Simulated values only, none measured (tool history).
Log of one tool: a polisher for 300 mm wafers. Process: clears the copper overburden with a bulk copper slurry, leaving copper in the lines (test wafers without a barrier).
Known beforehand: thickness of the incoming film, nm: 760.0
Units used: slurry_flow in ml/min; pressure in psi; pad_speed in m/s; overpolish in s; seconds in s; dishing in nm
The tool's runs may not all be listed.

run  hour  slurry_flow  pressure  pad_speed  slurry_solids  overpolish  seconds  dishing
  1     0          290       1.9       1.06              1          22   121.97   65.049
  2   8.2          290       1.9       1.24              1          22   114.55   69.878
  3   9.6          290       1.6       1.24              1          22   130.44   59.014
  4  15.9          290       1.6       1.24            1.1          22   125.05   63.975
  5  24.8          290       1.6       1.24            0.9          22   134.25   61.262
  6  33.3          290       1.6       1.24            1.1          22   123.04   63.275
     38.6  -- slurry nozzle cleaned
  7  38.6          315       1.5       1.14            1.2          19   136.61   51.742
  8  41.6          340       1.4       1.14           1.25          17   137.71   49.089
  9  44.1          260       0.9       1.42              1           7   193.29   19.628
 10  52.2          270       0.9       1.42              1           7   189.55   20.299
 11  58.1          280       0.9       1.42              1           7   184.68   20.008
 12  59.3          285       0.9        1.4              1           8   194.13   21.682
 13  67.6          285       0.9        1.4              1           8    192.6   21.801
 14  71.6          290       0.9        1.4              1           8    187.8   22.382

Expected results for the next run?
 15  75.4          295       0.9        1.4              1           8        ?        ?

{"run 15": {"seconds": 184.52, "dishing": 21.55}}

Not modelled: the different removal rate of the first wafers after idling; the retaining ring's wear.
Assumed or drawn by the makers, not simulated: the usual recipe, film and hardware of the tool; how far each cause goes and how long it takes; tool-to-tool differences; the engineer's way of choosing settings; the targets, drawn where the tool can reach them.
